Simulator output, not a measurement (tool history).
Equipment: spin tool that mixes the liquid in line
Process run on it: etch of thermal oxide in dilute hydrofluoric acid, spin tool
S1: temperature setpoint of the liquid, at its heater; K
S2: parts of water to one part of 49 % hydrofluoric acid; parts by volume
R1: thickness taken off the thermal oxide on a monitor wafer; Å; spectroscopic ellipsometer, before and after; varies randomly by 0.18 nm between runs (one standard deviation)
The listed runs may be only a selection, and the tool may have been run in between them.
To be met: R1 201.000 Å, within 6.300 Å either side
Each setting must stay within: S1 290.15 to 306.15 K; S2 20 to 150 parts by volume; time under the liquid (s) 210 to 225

run 1 hour=0.0 | S1=298.15 S2=85 time_under_the_liquid_(s)=210 | R1=119.630
run 2 hour=6.5 | S1=298.15 S2=100 time_under_the_liquid_(s)=210 | R1=100.050
run 3 hour=8.7 | S1=298.15 S2=100 time_under_the_liquid_(s)=210 | R1=99.489
run 4 hour=11.3 | S1=298.15 S2=75 time_under_the_liquid_(s)=210 | R1=139.560
run 5 hour=14.5 | S1=299.65 S2=75 time_under_the_liquid_(s)=210 | R1=144.540
run 6 hour=22.5 | S1=301.15 S2=75 time_under_the_liquid_(s)=210 | R1=154.840
run 7 hour=29.8 | S1=302.15 S2=75 time_under_the_liquid_(s)=210 | R1=163.100
run 8 hour=36.6 | S1=302.65 S2=75 time_under_the_liquid_(s)=210 | R1=164.160
run 9 hour=40.6 | S1=303.15 S2=75 time_under_the_liquid_(s)=210 | R1=168.580
run 10 hour=43.5 | S1=303.65 S2=75 time_under_the_liquid_(s)=210 | R1=169.570
run 11 hour=49.9 | S1=304.15 S2=75 time_under_the_liquid_(s)=210 | R1=177.200
run 12 hour=54.5 | S1=304.65 S2=75 time_under_the_liquid_(s)=210 | R1=180.900

Which single option among these 5 for the next run brings every result within its allowed miss of target? Just one does.
run A hour=59.1 | S1=297.65 S2=60 time_under_the_liquid_(s)=225 | R1=?
run B hour=59.1 | S1=305.15 S2=70 time_under_the_liquid_(s)=215 | R1=?
run C hour=59.1 | S1=303.65 S2=85 time_under_the_liquid_(s)=215 | R1=?
run D hour=59.1 | S1=305.65 S2=75 time_under_the_liquid_(s)=210 | R1=?
run E hour=59.1 | S1=306.15 S2=70 time_under_the_liquid_(s)=220 | R1=?

move=A R1=182.990
move=B R1=198.320
move=C R1=150.850
move=D R1=182.800
move=E R1=210.730
A: moves toward the targets from the last run without getting all of them in spec
B: every result lands within tolerance
C: moves away from the targets compared with the last run
D: moves toward the targets from the last run without getting all of them in spec
E: takes the biggest miss from the last run beyond its target
Go with B: it meets all targets.
